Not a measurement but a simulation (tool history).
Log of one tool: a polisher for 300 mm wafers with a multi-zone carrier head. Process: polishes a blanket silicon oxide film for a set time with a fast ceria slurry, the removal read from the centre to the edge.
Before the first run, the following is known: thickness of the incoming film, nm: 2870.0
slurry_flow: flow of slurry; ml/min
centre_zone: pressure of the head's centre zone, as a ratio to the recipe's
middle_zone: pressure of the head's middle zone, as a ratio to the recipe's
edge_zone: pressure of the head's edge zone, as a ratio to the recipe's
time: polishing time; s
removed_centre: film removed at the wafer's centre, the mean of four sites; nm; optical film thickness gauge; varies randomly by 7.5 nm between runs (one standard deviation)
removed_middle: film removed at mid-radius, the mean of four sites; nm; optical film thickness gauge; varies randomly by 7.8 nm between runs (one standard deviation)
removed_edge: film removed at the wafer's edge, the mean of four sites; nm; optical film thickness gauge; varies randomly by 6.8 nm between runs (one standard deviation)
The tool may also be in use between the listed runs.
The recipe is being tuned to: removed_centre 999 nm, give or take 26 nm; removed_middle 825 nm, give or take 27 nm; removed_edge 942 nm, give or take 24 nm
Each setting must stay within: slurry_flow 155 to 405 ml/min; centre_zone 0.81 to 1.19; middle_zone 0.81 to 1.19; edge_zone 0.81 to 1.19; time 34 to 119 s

| run | hour | slurry_flow | centre_zone | middle_zone | edge_zone | time | removed_centre | removed_middle | removed_edge |
|---|---|---|---|---|---|---|---|---|---|
| 1 | 0 | 260 | 1 | 1 | 1 | 76 | 823.72 | 826.73 | 837.69 |
| 2 | 1.5 | 280 | 1.04 | 0.98 | 1.04 | 77 | 862.6 | 816.83 | 873.36 |
| 3 | 7.5 | 290 | 1.08 | 0.98 | 1.06 | 78 | 901.44 | 840.58 | 884.75 |
| 4 | 14.6 | 255 | 1.08 | 0.98 | 1.06 | 78 | 898.1 | 830.16 | 889.4 |
| 5 | 22.3 | 255 | 1.08 | 0.98 | 1.06 | 70 | 809.57 | 736.01 | 779.57 |
| 6 | 25.9 | 255 | 1.08 | 0.98 | 1.15 | 70 | 800.4 | 752.93 | 826.4 |
| 7 | 26.8 | 260 | 1.11 | 0.97 | 1.16 | 73 | 869.31 | 775.66 | 866.01 |
| 8 | 30.3 | 260 | 1.11 | 0.97 | 1.16 | 73 | 851.66 | 759.69 | 865.13 |

Which single option among these 4 for the next run brings every result within its allowed miss of target? Just one does.
| A | 33.8 | 245 | 1.19 | 0.97 | 1.03 | 79 | ? | ? | ? |
| B | 33.8 | 245 | 1.14 | 0.96 | 1.17 | 79 | ? | ? | ? |
| C | 33.8 | 300 | 1.15 | 1 | 1.11 | 80 | ? | ? | ? |
| D | 33.8 | 155 | 1.19 | 0.97 | 1.15 | 84 | ? | ? | ? |

| move | removed_centre | removed_middle | removed_edge |
|---|---|---|---|
| A | 986.47 | 830.27 | 880.76 |
| B | 946.48 | 824.65 | 939.46 |
| C | 988.47 | 875.34 | 939.68 |
| D | 982.22 | 832.42 | 947.87 |
A: the worst result of the last run now meets its target, but another is out of spec
B: closes in on the targets versus the last run, not all within tolerance yet
C: the worst result of the last run now meets its target, but another is out of spec
D: all results in spec
So the answer is move D, the one that meets all the targets.

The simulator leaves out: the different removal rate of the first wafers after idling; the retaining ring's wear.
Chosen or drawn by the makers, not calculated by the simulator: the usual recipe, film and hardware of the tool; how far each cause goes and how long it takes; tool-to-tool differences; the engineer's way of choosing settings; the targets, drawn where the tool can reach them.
